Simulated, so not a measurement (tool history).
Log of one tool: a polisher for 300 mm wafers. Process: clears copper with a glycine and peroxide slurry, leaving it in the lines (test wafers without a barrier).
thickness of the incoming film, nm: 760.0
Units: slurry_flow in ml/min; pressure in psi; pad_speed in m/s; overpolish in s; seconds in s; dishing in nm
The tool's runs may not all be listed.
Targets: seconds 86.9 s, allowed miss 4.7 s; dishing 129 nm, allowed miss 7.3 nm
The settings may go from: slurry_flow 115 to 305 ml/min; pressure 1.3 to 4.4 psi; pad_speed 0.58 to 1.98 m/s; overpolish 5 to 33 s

run  hour  slurry_flow  pressure  pad_speed  overpolish  seconds  dishing
  1     0          195       2.8       1.28          17   96.756   87.863
  2     1          175       2.8       1.28          17   96.346   88.347
  3   4.6          175       2.9       1.28          18   93.308   92.541
  4    12          175       2.9       1.54          18   79.267   104.45
  5  16.6          175       3.6       1.54          18   65.201   118.66
  6  24.9          175       3.5       1.54          19   67.534   123.55
  7  32.9          175       3.4       1.54          20   68.496    127.4
  8  36.9          175       3.3       1.54          21   69.136   120.15
  9  43.9          175       3.3        1.5          23   72.489   128.43

Which of these 5 next moves meets every target?
  A  50.9          210       3.7       1.64          18        ?        ?
  B  50.9          205       2.8       1.42          28        ?        ?
  C  50.9          140         4       1.78          20        ?        ?
  D  50.9          195       3.3       1.38          22        ?        ?
  E  50.9          210       3.2        1.9          20        ?        ?

move  seconds  dishing
   A   57.526   124.71
   B   84.113   125.12
   C   52.632   140.52
   D   75.136   118.76
   E   57.422   129.36
A: further off than the last run
B: meets every target
C: further off than the last run
D: nearer than the last run, and not there yet
E: further off than the last run
Move B is the one to make.
